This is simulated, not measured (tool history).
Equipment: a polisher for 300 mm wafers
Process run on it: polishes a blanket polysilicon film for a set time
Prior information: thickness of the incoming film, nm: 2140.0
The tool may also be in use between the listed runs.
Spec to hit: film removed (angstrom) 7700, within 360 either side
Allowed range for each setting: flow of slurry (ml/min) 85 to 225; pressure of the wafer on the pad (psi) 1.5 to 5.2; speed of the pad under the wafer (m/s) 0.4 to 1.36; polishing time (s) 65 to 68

run,hour,flow of slurry (ml/min),pressure of the wafer on the pad (psi),speed of the pad under the wafer (m/s),polishing time (s),film removed (angstrom)
1,0,145,3.3,0.88,65,4712.6
2,3.6,170,3.3,0.88,65,4952.6
3,5.4,170,3.7,0.88,65,5627.4
4,13.1,170,3.8,0.88,65,5717.7
5,16.2,200,3.8,0.88,65,5671
6,24.6,200,3.8,0.88,65,5737.9
7,27.1,200,3.9,0.88,65,5853.8
8,30.7,200,4,0.88,65,6071
9,32.8,200,4.1,0.88,65,6149

5 candidate next runs follow, results not yet known. Just one meets every target within its allowed miss. Identify it.
A,34.9,200,4,1.06,68,?
B,34.9,200,3.8,1.02,68,?
C,34.9,165,5.1,1,68,?
D,34.9,185,3.6,0.68,65,?
E,34.9,200,3.4,0.84,65,?

move,film removed (angstrom)
A,7595.4
B,6959.3
C,8888.3
D,4222.9
E,4944.1
A: every result within its allowed miss
B: nearer than the last run, and not there yet
C: moves the result that the last run missed by most past its target, out the other side
D: misses by more than the last run did
E: misses by more than the last run did
So the answer is move A, the one that meets all the targets.

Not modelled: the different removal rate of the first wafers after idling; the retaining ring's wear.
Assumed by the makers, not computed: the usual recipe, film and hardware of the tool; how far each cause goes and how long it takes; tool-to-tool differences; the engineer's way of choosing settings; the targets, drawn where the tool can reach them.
